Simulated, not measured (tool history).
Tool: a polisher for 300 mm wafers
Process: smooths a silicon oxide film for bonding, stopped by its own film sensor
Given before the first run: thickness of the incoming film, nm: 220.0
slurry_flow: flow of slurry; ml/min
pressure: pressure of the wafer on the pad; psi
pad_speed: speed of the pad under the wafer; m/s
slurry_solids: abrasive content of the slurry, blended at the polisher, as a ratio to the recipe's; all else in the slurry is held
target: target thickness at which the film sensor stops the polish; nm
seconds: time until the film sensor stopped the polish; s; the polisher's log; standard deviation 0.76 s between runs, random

run    day  slurry_flow  pressure  pad_speed  slurry_solids  target  seconds
  1      0          205       2.4       0.76              1     163    80.62
  2  0.025          205       2.4       0.76           1.15     163   77.581
  3  0.371          205       2.4       0.76           1.15     160   84.409
  4  0.475          240       2.4       0.76           1.15     160   80.391
  5  0.746          245       2.5       0.76           1.15     160   78.826
  6  0.921          245       2.6       0.76           1.15     160   74.491
  7  1.008          250       2.8       0.76           1.15     160   71.547

Forecast run 8:
  8  1.042          255         3       0.76           1.15     160        ?

Run 8 gave seconds 68.027 s.
